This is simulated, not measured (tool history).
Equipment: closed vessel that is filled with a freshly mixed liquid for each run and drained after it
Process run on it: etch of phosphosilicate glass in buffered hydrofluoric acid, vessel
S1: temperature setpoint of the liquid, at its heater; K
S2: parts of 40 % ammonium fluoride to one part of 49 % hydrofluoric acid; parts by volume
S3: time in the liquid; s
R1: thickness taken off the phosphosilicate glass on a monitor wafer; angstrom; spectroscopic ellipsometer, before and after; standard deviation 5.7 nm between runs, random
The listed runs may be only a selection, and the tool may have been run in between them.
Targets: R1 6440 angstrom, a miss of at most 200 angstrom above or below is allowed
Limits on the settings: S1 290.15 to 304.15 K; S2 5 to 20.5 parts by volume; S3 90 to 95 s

{"run": 1, "hour": 0.0, "S1": 296.15, "S2": 12.5, "S3": 90, "R1": 3235.5}
{"run": 2, "hour": 2.0, "S1": 296.15, "S2": 14, "S3": 90, "R1": 2915}
{"run": 3, "hour": 5.9, "S1": 298.15, "S2": 12.5, "S3": 90, "R1": 3569.2}
{"run": 4, "hour": 12.0, "S1": 298.15, "S2": 9, "S3": 90, "R1": 4683.4}
{"run": 5, "hour": 20.8, "S1": 298.15, "S2": 11.5, "S3": 90, "R1": 3862.4}
{"run": 6, "hour": 26.2, "S1": 298.15, "S2": 11.5, "S3": 90, "R1": 3912.1}
{"run": 7, "hour": 32.7, "S1": 299.65, "S2": 11, "S3": 90, "R1": 4406.6}
{"run": 8, "hour": 39.5, "S1": 301.15, "S2": 10.5, "S3": 90, "R1": 5079.1}
{"run": 9, "hour": 45.7, "S1": 302.15, "S2": 10.5, "S3": 90, "R1": 5381.7}
{"run": 10, "hour": 52.7, "S1": 302.65, "S2": 10.5, "S3": 90, "R1": 5543.7}

Which single option among these 4 for the next run brings every result within its allowed miss of target? Just one does.
{"run": "A", "hour": 59.7, "S1": 303.15, "S2": 9.5, "S3": 95, "R1": "?"}
{"run": "B", "hour": 59.7, "S1": 302.15, "S2": 11, "S3": 90, "R1": "?"}
{"run": "C", "hour": 59.7, "S1": 301.65, "S2": 8.5, "S3": 90, "R1": "?"}
{"run": "D", "hour": 59.7, "S1": 301.15, "S2": 12, "S3": 95, "R1": "?"}

move=A R1=6360.2
move=B R1=5045.4
move=C R1=6128.1
move=D R1=4640.1
A: hits every target within its allowed miss
B: moves away from the targets compared with the last run
C: moves toward the targets from the last run without getting all of them in spec
D: moves away from the targets compared with the last run
A is the move that brings every result within its allowed miss.
